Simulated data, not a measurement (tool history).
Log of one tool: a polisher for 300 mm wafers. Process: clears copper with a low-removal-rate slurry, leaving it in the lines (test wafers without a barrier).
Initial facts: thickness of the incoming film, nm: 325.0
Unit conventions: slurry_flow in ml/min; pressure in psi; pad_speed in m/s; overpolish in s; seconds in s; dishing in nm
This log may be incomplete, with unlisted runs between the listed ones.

run    day  slurry_flow  pressure  pad_speed  slurry_solids  overpolish  seconds  dishing
  1      0          165       2.5       1.12              1          20    131.7   36.361
  2  0.183          165       2.5       0.94              1          20   155.09    31.45
  3  0.475          160       2.4       0.94              1          21   164.71   31.368
  4  0.817          150       2.4       0.94              1          21   159.96   31.011
  5  0.975          150       2.3       0.94              1          21   165.86   29.919
  6  1.133          150       2.3        1.1              1          21   143.21   33.805
  7  1.233          150       2.1        1.1              1          22   160.28   32.166

Run 8 comes next. What will it give?
  8  1.404          150         2        1.1              1          22        ?        ?

{"run 8": {"seconds": 164.09, "dishing": 31.297}}
